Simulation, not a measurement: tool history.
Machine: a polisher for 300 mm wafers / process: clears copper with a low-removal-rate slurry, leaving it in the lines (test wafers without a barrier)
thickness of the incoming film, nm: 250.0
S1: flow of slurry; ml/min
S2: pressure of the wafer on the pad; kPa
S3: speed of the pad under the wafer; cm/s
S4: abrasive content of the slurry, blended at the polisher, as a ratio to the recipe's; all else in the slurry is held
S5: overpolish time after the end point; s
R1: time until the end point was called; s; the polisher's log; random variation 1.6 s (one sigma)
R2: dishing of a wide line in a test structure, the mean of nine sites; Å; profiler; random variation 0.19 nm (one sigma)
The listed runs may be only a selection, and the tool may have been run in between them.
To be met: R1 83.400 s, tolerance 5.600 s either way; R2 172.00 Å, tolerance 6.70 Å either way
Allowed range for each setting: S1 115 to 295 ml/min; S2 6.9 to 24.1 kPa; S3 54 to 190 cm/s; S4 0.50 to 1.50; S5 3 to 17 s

| run | hour | S1 | S2 | S3 | S4 | S5 | R1 | R2 |
|---|---|---|---|---|---|---|---|---|
| 1 | 0.0 | 190 | 15.2 | 122 | 1.00 | 9 | 110.120 | 161.40 |
| 2 | 6.1 | 190 | 15.2 | 122 | 1.00 | 11 | 116.110 | 194.77 |
| 3 | 9.6 | 190 | 15.2 | 122 | 1.00 | 13 | 112.420 | 224.99 |
| 4 | 10.4 | 195 | 15.9 | 122 | 1.00 | 11 | 107.890 | 204.04 |
| 5 | 17.6 | 165 | 15.9 | 122 | 1.00 | 11 | 110.630 | 197.31 |
| 6 | 25.3 | 175 | 16.5 | 122 | 1.00 | 10 | 106.050 | 190.08 |
| 7 | 30.3 | 190 | 17.2 | 124 | 1.00 | 9 | 99.770 | 184.92 |
| 8 | 39.2 | 195 | 17.9 | 126 | 1.00 | 8 | 96.139 | 174.16 |
| 9 | 40.9 | 195 | 18.6 | 126 | 1.00 | 8 | 92.503 | 178.85 |
| 10 | 48.5 | 195 | 19.3 | 126 | 1.00 | 8 | 87.586 | 187.68 |

Which single option among these 4 for the next run brings every result within its allowed miss of target? Just one does.
| A | 56.1 | 195 | 20.7 | 126 | 1.10 | 8 | ? | ? |
| B | 56.1 | 180 | 19.3 | 138 | 0.90 | 7 | ? | ? |
| C | 56.1 | 175 | 19.3 | 118 | 0.75 | 10 | ? | ? |
| D | 56.1 | 205 | 17.9 | 134 | 1.05 | 8 | ? | ? |

| move | R1 | R2 |
|---|---|---|
| A | 79.358 | 204.36 |
| B | 82.339 | 174.13 |
| C | 98.355 | 205.55 |
| D | 86.645 | 187.64 |
A: further off than the last run
B: all results in spec
C: further off than the last run
D: neither nearer nor further off than the last run
Answer: B
